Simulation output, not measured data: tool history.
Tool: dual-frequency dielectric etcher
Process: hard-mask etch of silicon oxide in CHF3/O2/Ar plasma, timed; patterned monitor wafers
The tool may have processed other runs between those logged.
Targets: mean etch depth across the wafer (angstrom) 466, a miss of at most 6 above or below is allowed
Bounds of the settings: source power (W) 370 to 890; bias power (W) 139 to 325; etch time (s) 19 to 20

run,day,source power (W),bias power (W),etch time (s),mean etch depth across the wafer (angstrom)
1,0,630,232,19,395.92
2,0.333,680,232,19,405.09
3,0.471,750,232,19,424.45
4,0.621,750,265,19,444.11
5,0.842,770,266,19,451.86
6,1.1,780,266,19,453.78
7,1.212,790,266,19,454.31
8,1.317,800,266,19,459.8
9,1.604,810,266,19,456.27

Pick the move, out of 5, that brings all results within their allowed miss; only one does.
A,1.892,750,250,19.5,?
B,1.892,820,248,19,?
C,1.892,710,236,20,?
D,1.892,790,263,19,?
E,1.892,880,253,19,?

move,mean etch depth across the wafer (angstrom)
A,447.36
B,450.6
C,440
D,452.94
E,466.72
A: its largest miss is bigger than the last run's
B: its largest miss is bigger than the last run's
C: its largest miss is bigger than the last run's
D: its largest miss is bigger than the last run's
E: each result inside its tolerance
Go with E: it meets all targets.
